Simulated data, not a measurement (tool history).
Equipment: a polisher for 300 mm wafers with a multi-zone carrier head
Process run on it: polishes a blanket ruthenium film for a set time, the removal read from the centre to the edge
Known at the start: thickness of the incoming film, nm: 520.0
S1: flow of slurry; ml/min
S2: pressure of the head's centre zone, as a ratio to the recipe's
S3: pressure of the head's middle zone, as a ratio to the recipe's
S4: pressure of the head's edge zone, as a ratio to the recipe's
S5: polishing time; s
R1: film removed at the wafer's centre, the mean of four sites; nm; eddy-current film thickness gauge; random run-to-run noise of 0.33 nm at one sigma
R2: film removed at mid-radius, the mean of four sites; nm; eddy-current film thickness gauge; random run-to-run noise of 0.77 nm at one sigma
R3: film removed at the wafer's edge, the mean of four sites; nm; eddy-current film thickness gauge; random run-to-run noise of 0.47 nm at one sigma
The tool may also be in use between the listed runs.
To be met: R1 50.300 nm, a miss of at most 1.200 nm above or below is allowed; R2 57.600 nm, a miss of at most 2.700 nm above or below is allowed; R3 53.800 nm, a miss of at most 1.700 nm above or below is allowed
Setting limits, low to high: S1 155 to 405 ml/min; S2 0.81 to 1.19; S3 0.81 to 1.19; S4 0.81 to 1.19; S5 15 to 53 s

{"run": 1, "day": 0.0, "S1": 260, "S2": 1.0, "S3": 1.0, "S4": 1.0, "S5": 34, "R1": 66.475, "R2": 68.894, "R3": 66.674}
{"run": 2, "day": 0.288, "S1": 255, "S2": 0.98, "S3": 0.99, "S4": 0.97, "S5": 33, "R1": 64.045, "R2": 65.79, "R3": 64.121}
{"run": 3, "day": 0.471, "S1": 255, "S2": 0.98, "S3": 0.95, "S4": 0.97, "S5": 33, "R1": 63.86, "R2": 64.894, "R3": 63.33}
{"run": 4, "day": 0.8, "S1": 215, "S2": 0.98, "S3": 0.95, "S4": 0.97, "S5": 33, "R1": 62.941, "R2": 61.471, "R3": 62.073}
{"run": 5, "day": 0.958, "S1": 215, "S2": 0.95, "S3": 0.96, "S4": 0.95, "S5": 32, "R1": 58.242, "R2": 61.718, "R3": 59.327}
{"run": 6, "day": 1.267, "S1": 215, "S2": 0.95, "S3": 0.96, "S4": 0.89, "S5": 32, "R1": 58.466, "R2": 61.51, "R3": 58.431}
{"run": 7, "day": 1.5, "S1": 210, "S2": 0.93, "S3": 0.95, "S4": 0.88, "S5": 32, "R1": 56.863, "R2": 59.627, "R3": 59.306}
{"run": 8, "day": 1.55, "S1": 205, "S2": 0.93, "S3": 0.96, "S4": 0.87, "S5": 32, "R1": 57.092, "R2": 62.114, "R3": 58.006}
{"run": 9, "day": 1.846, "S1": 200, "S2": 0.92, "S3": 0.96, "S4": 0.86, "S5": 32, "R1": 56.154, "R2": 61.553, "R3": 57.506}
{"run": 10, "day": 2.179, "S1": 195, "S2": 0.91, "S3": 0.96, "S4": 0.85, "S5": 32, "R1": 54.918, "R2": 61.804, "R3": 57.514}
{"run": 11, "day": 2.446, "S1": 190, "S2": 0.91, "S3": 0.96, "S4": 0.84, "S5": 32, "R1": 55.193, "R2": 60.492, "R3": 56.781}
{"run": 12, "day": 2.642, "S1": 185, "S2": 0.9, "S3": 0.96, "S4": 0.84, "S5": 32, "R1": 53.99, "R2": 59.496, "R3": 56.351}
{"run": 13, "day": 2.958, "S1": 180, "S2": 0.89, "S3": 0.96, "S4": 0.84, "S5": 32, "R1": 53.987, "R2": 58.708, "R3": 56.831}
{"run": 14, "day": 3.246, "S1": 180, "S2": 0.88, "S3": 0.97, "S4": 0.83, "S5": 32, "R1": 51.952, "R2": 59.436, "R3": 56.238}
{"run": 15, "day": 3.596, "S1": 175, "S2": 0.88, "S3": 0.97, "S4": 0.83, "S5": 32, "R1": 52.408, "R2": 61.765, "R3": 56.187}
{"run": 16, "day": 3.962, "S1": 175, "S2": 0.88, "S3": 0.97, "S4": 0.83, "S5": 32, "R1": 52.336, "R2": 59.461, "R3": 55.77}
{"run": 17, "day": 4.033, "S1": 170, "S2": 0.88, "S3": 0.97, "S4": 0.83, "S5": 32, "R1": 52.414, "R2": 59.633, "R3": 55.734}
{"run": 18, "day": 4.383, "S1": 165, "S2": 0.87, "S3": 0.97, "S4": 0.82, "S5": 32, "R1": 51.441, "R2": 60.523, "R3": 55.82}

Exercise: of the 4 proposed moves below, exactly one satisfies all targets within the stated allowed misses. Which move is it?
{"run": "A", "day": 4.733, "S1": 155, "S2": 0.89, "S3": 0.97, "S4": 0.82, "S5": 31, "R1": "?", "R2": "?", "R3": "?"}
{"run": "B", "day": 4.733, "S1": 170, "S2": 0.88, "S3": 1.19, "S4": 0.81, "S5": 30, "R1": "?", "R2": "?", "R3": "?"}
{"run": "C", "day": 4.733, "S1": 155, "S2": 0.93, "S3": 1.08, "S4": 0.81, "S5": 31, "R1": "?", "R2": "?", "R3": "?"}
{"run": "D", "day": 4.733, "S1": 155, "S2": 0.81, "S3": 0.94, "S4": 0.81, "S5": 32, "R1": "?", "R2": "?", "R3": "?"}

move=A R1=50.086 R2=58.299 R3=53.868
move=B R1=48.860 R2=68.247 R3=52.407
move=C R1=52.397 R2=63.841 R3=53.612
move=D R1=47.004 R2=58.641 R3=55.445
A: all results in spec
B: the worst result of the last run now meets its target, but another is out of spec
C: the worst result of the last run now meets its target, but another is out of spec
D: the worst result of the last run now meets its target, but another is out of spec
A is the move that brings every result within its allowed miss.
